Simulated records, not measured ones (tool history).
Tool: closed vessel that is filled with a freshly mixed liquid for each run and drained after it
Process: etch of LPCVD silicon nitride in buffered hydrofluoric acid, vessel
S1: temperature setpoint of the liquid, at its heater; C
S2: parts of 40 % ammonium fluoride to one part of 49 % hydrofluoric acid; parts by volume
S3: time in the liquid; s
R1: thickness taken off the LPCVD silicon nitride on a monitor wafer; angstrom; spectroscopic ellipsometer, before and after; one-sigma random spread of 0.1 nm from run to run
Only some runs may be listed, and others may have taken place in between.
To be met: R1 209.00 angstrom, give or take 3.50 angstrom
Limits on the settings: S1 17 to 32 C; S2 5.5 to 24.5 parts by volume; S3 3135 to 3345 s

Run 1, hour 0.0: S1 25 C, S2 15.0 parts by volume, S3 3135 s. Result: R1 364.77 angstrom.
Run 2, hour 3.7: S1 24 C, S2 15.5 parts by volume, S3 3135 s. Result: R1 334.61 angstrom.
Run 3, hour 6.8: S1 23 C, S2 15.5 parts by volume, S3 3135 s. Result: R1 315.14 angstrom.
Run 4, hour 15.7: S1 22 C, S2 15.5 parts by volume, S3 3135 s. Result: R1 296.61 angstrom.
Run 5, hour 17.9: S1 22 C, S2 15.5 parts by volume, S3 3135 s. Result: R1 298.26 angstrom.
Run 6, hour 24.2: S1 25 C, S2 15.5 parts by volume, S3 3135 s. Result: R1 350.40 angstrom.
Run 7, hour 30.0: S1 24 C, S2 15.5 parts by volume, S3 3135 s. Result: R1 334.20 angstrom.
Run 8, hour 32.1: S1 23 C, S2 15.5 parts by volume, S3 3135 s. Result: R1 315.33 angstrom.
Run 9, hour 35.4: S1 19 C, S2 17.0 parts by volume, S3 3135 s. Result: R1 230.06 angstrom.
Run 10, hour 43.5: S1 18 C, S2 17.0 parts by volume, S3 3135 s. Result: R1 218.48 angstrom.

Which single option among these 4 for the next run brings every result within its allowed miss of target? Just one does.
Run A, hour 51.6: S1 18 C, S2 18.0 parts by volume, S3 3200 s. Result: R1 ?.
Run B, hour 51.6: S1 17 C, S2 17.0 parts by volume, S3 3290 s. Result: R1 ?.
Run C, hour 51.6: S1 17 C, S2 16.5 parts by volume, S3 3210 s. Result: R1 ?.
Run D, hour 51.6: S1 17 C, S2 18.0 parts by volume, S3 3270 s. Result: R1 ?.

move      R1
   A  209.35
   B  215.24
   C  216.29
   D  202.20
A: meets every target
B: nearer than the last run, and not there yet
C: nearer than the last run, and not there yet
D: pushes the last run's worst result past its target
The move that meets every target is A.
